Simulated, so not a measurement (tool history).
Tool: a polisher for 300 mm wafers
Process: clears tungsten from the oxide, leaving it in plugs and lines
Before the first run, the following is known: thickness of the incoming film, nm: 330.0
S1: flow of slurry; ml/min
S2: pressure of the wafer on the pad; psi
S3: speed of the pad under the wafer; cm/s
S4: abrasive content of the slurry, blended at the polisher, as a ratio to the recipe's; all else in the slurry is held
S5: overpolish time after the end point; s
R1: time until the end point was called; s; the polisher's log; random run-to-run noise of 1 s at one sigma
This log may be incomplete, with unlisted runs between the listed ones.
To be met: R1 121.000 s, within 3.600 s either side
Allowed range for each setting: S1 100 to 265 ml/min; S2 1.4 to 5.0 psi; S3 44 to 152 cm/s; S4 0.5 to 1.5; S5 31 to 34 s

run	day	S1	S2	S3	S4	S5	R1
1	0.000	170	3.2	98	1.0	31	90.967
2	0.321	165	3.1	98	1.0	31	95.631
3	0.529	165	3.1	90	1.0	31	105.770
4	0.583	165	3.1	90	1.0	31	103.500
5	0.762	165	3.8	90	1.0	31	84.075
6	0.912	165	4.4	90	1.0	31	73.482
7	1.000	160	4.1	90	1.0	31	78.366
8	1.225	160	3.8	90	1.0	31	86.155
9	1.525	155	3.6	90	1.0	31	91.659
10	1.875	150	3.5	90	1.0	31	92.314
11	1.946	150	3.3	90	1.0	31	98.133
12	2.117	150	3.2	90	1.0	31	102.020
13	2.167	135	2.6	90	1.0	31	125.970

4 next moves are on the table. One of them brings every result within its allowed miss. Which?
A	2.217	155	2.5	104	1.0	34	?
B	2.217	155	3.1	84	1.1	33	?
C	2.217	120	3.5	66	1.2	34	?
D	2.217	135	2.7	92	0.9	31	?

move	R1
A	113.790
B	112.100
C	131.020
D	124.200
A: takes the biggest miss from the last run beyond its target
B: takes the biggest miss from the last run beyond its target
C: further off than the last run
D: every result within its allowed miss
Move D is the one to make.
